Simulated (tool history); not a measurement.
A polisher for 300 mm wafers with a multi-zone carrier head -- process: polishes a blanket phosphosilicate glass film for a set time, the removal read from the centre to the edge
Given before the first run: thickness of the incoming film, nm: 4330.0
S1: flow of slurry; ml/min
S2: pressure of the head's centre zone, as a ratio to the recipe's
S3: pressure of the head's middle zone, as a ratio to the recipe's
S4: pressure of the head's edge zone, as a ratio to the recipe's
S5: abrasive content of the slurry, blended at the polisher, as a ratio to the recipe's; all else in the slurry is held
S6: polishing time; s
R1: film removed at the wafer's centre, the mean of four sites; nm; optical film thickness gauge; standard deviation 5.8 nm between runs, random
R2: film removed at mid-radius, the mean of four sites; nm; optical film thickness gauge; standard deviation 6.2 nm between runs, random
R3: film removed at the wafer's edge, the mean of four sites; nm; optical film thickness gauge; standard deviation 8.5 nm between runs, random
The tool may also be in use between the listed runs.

run,hour,S1,S2,S3,S4,S5,S6,R1,R2,R3
1,0.0,315,1.00,1.00,1.00,1.00,74,604.82,610.43,619.21
2,7.7,265,1.00,1.00,1.00,1.00,74,582.80,584.48,592.00
3,9.4,305,1.01,1.03,1.03,1.10,74,632.33,651.23,648.81
4,14.1,335,1.02,1.05,1.06,1.15,74,661.56,685.05,669.46
5,20.2,335,1.02,1.05,1.06,1.25,74,682.48,709.55,698.06
6,22.6,335,1.10,1.05,1.06,1.25,74,742.66,704.31,682.60
7,26.8,350,1.09,1.07,1.08,1.30,75,778.19,743.14,737.60
8,33.9,355,0.99,1.17,1.06,1.50,80,790.19,900.31,809.62

Run 9 is up next; what results do you expect?
9,42.2,365,0.99,1.17,1.08,1.50,80,?,?,?

R1: 784.21 nm
R2: 910.34 nm
R3: 821.38 nm
